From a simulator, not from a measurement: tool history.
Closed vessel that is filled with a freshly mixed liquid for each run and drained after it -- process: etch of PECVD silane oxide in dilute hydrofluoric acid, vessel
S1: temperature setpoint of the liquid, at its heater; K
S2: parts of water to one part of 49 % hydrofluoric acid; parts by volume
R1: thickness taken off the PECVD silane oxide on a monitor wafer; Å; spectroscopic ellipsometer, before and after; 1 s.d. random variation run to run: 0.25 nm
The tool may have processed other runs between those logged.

{"run": 1, "day": 0.0, "S1": 298.15, "S2": 50, "time in the liquid (s)": 100, "R1": 414.51}
{"run": 2, "day": 0.362, "S1": 297.65, "S2": 50, "time in the liquid (s)": 100, "R1": 406.93}
{"run": 3, "day": 0.696, "S1": 297.65, "S2": 50, "time in the liquid (s)": 110, "R1": 445.95}
{"run": 4, "day": 0.921, "S1": 297.15, "S2": 50, "time in the liquid (s)": 110, "R1": 438.9}
{"run": 5, "day": 1.058, "S1": 300.15, "S2": 50, "time in the liquid (s)": 110, "R1": 500.55}
{"run": 6, "day": 1.242, "S1": 299.15, "S2": 50, "time in the liquid (s)": 110, "R1": 483.4}
{"run": 7, "day": 1.467, "S1": 298.15, "S2": 50, "time in the liquid (s)": 110, "R1": 461.35}

Run 8 has not been measured yet. What should we expect?
{"run": 8, "day": 1.704, "S1": 297.15, "S2": 50, "time in the liquid (s)": 110, "R1": "?"}

R1: 434.98 Å

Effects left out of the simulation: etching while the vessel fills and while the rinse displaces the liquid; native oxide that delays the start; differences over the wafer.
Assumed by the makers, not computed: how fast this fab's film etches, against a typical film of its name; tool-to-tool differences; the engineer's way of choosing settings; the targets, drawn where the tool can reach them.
